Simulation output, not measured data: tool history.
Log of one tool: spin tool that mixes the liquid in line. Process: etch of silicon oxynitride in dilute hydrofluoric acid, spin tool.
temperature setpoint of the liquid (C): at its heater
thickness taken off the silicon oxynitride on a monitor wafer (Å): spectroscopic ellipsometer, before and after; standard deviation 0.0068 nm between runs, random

run,day,temperature setpoint of the liquid (C),parts of water to one part of 49 % hydrofluoric acid (parts by volume),time under the liquid (s),thickness taken off the silicon oxynitride on a monitor wafer (Å)
1,0,22,185,65,11.523
2,0.1,21.5,190,65,10.785
3,0.4,21,195,65,10.437
4,0.583,21,170,65,11.846
5,0.612,20.5,180,65,10.997
6,0.946,20,185,65,10.416
7,1.117,19.5,190,65,9.8476
# day 1.492: thermometer replaced
8,1.492,19,195,65,8.7022
9,1.779,18.5,195,65,8.5111

Predict the results of run 10:
10,1.967,17.5,205,65,?

Logged for run 10: thickness taken off the silicon oxynitride on a monitor wafer (Å) 7.6776.
